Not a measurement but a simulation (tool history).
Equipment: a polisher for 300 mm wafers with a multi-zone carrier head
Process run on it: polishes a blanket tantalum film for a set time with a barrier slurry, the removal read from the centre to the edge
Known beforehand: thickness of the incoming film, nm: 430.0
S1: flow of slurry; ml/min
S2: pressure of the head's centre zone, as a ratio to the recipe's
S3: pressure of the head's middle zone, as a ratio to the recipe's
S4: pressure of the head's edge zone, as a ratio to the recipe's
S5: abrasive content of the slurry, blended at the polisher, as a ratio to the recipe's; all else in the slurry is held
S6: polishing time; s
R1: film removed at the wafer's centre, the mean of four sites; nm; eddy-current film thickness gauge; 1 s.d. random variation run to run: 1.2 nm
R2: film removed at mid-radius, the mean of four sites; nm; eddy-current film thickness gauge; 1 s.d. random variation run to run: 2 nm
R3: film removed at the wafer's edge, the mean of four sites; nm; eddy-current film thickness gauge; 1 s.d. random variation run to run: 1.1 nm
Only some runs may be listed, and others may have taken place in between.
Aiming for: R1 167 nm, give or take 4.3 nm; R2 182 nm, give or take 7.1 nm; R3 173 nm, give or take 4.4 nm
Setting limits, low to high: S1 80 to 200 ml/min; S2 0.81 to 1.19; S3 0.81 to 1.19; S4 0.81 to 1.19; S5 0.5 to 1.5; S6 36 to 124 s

Run 1, day 0: S1 130 ml/min, S2 1, S3 1, S4 1, S5 1, S6 79 s. Result: R1 117.02 nm, R2 112.83 nm, R3 115.07 nm.
Run 2, day 0.346: S1 140 ml/min, S2 1, S3 1.04, S4 1.05, S5 1.15, S6 83 s. Result: R1 130.7 nm, R2 130.88 nm, R3 128.76 nm.
Run 3, day 0.546: S1 140 ml/min, S2 1, S3 1.04, S4 1.05, S5 1.15, S6 92 s. Result: R1 143.13 nm, R2 145.15 nm, R3 142.39 nm.
Run 4, day 0.775: S1 140 ml/min, S2 1, S3 1.04, S4 1.05, S5 1.15, S6 110 s. Result: R1 169.35 nm, R2 173.71 nm, R3 168.78 nm.
Run 5, day 1.042: S1 140 ml/min, S2 0.99, S3 1.05, S4 1.06, S5 1.15, S6 110 s. Result: R1 169.36 nm, R2 169.99 nm, R3 172.27 nm.
Run 6, day 1.408: S1 140 ml/min, S2 0.99, S3 1.05, S4 1.06, S5 1.15, S6 93 s. Result: R1 143.66 nm, R2 145.07 nm, R3 144.65 nm.
Run 7, day 1.712: S1 150 ml/min, S2 0.98, S3 1.09, S4 1.09, S5 1.2, S6 93 s. Result: R1 143.57 nm, R2 153.84 nm, R3 149.84 nm.
Run 8, day 1.992: S1 160 ml/min, S2 0.99, S3 1.1, S4 1.12, S5 1.25, S6 93 s. Result: R1 150.75 nm, R2 157.34 nm, R3 153.82 nm.
Run 9, day 2.288: S1 175 ml/min, S2 0.96, S3 1.16, S4 1.17, S5 1.5, S6 96 s. Result: R1 158.62 nm, R2 179.51 nm, R3 170.44 nm.
Run 10, day 2.492: S1 180 ml/min, S2 0.97, S3 1.16, S4 1.17, S5 1.5, S6 96 s. Result: R1 160.16 nm, R2 182.24 nm, R3 168.01 nm.
Run 11, day 2.562: S1 180 ml/min, S2 0.97, S3 1.16, S4 1.17, S5 1.5, S6 96 s. Result: R1 159.78 nm, R2 180.99 nm, R3 170.08 nm.
Run 12, day 2.758: S1 185 ml/min, S2 0.98, S3 1.16, S4 1.17, S5 1.5, S6 96 s. Result: R1 163.47 nm, R2 179.5 nm, R3 168.09 nm.

Which of these 4 next moves meets every target?
Run A, day 2.954: S1 190 ml/min, S2 1.04, S3 1.19, S4 1.12, S5 1.45, S6 94 s. Result: R1 ?, R2 ?, R3 ?.
Run B, day 2.954: S1 200 ml/min, S2 0.96, S3 1.19, S4 1.07, S5 1.4, S6 93 s. Result: R1 ?, R2 ?, R3 ?.
Run C, day 2.954: S1 160 ml/min, S2 0.98, S3 1.13, S4 1.12, S5 1.5, S6 102 s. Result: R1 ?, R2 ?, R3 ?.
Run D, day 2.954: S1 175 ml/min, S2 0.93, S3 1.14, S4 1.16, S5 1.5, S6 98 s. Result: R1 ?, R2 ?, R3 ?.

move      R1      R2      R3
   A  166.73  183.79  161.43
   B  154.97  182.28  156.07
   C  167.57  186.27  172.54
   D  157.15  183.27  170.75
A: the biggest miss grows against the last run
B: the biggest miss grows against the last run
C: every result lands within tolerance
D: brings the last run's worst result on target, with another outside its allowed miss
The right move is C.
